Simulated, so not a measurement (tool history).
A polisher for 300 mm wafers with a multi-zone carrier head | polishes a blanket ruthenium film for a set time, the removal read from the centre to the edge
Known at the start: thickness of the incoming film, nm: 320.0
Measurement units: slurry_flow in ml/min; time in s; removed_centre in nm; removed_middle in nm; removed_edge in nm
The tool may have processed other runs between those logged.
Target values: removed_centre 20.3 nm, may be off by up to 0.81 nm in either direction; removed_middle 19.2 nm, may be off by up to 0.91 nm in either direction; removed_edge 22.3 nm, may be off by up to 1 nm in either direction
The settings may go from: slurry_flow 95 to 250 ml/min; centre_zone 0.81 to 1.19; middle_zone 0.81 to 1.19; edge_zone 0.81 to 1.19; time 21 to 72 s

run,hour,slurry_flow,centre_zone,middle_zone,edge_zone,time,removed_centre,removed_middle,removed_edge
1,0,160,1,1,1,46,34.167,33.429,33.56
2,0.6,160,0.96,1,1,46,33.892,32.97,33.67
3,3.1,160,0.96,1,1,54,39.355,39.305,39.916
4,8.4,160,0.96,1,1,45,32.135,32.65,33.504
5,13.5,125,0.96,1,1,45,31.378,32.129,32.623
6,16.7,125,0.96,1,1,55,37.941,39.248,39.595
7,18.7,125,0.95,0.97,0.99,49,33.288,33.308,35.013
8,21.4,120,0.94,0.95,0.97,45,30.521,30.846,31.819
9,30,120,0.93,0.93,0.98,41,27.778,27.537,28.977
10,36.8,120,0.92,0.91,0.99,38,25.209,24.689,27.168
11,43.5,120,0.91,0.9,0.99,36,23.592,23.042,25.779
12,46.7,120,0.91,0.89,0.98,35,22.921,22.008,24.755
13,47.4,110,0.85,0.82,0.91,32,19.488,18.911,22.139

Exactly one of the 5 candidate moves below puts every result within its allowed miss. Which one?
A,48.1,115,0.81,0.87,1.03,31,?,?,?
B,48.1,130,0.82,0.89,0.84,31,?,?,?
C,48.1,105,1.01,0.81,0.96,31,?,?,?
D,48.1,95,0.81,0.81,1.02,32,?,?,?
E,48.1,100,0.88,0.81,0.92,33,?,?,?

move,removed_centre,removed_middle,removed_edge
A,17.96,19.381,22.852
B,18.467,20.017,20.973
C,22.173,18.094,21.952
D,18.093,18.491,23.151
E,20.417,19.172,22.821
A: lands further from the targets than the last run did
B: lands further from the targets than the last run did
C: pushes the last run's worst result past its target
D: lands further from the targets than the last run did
E: every result lands within tolerance
E is the move that brings every result within its allowed miss.
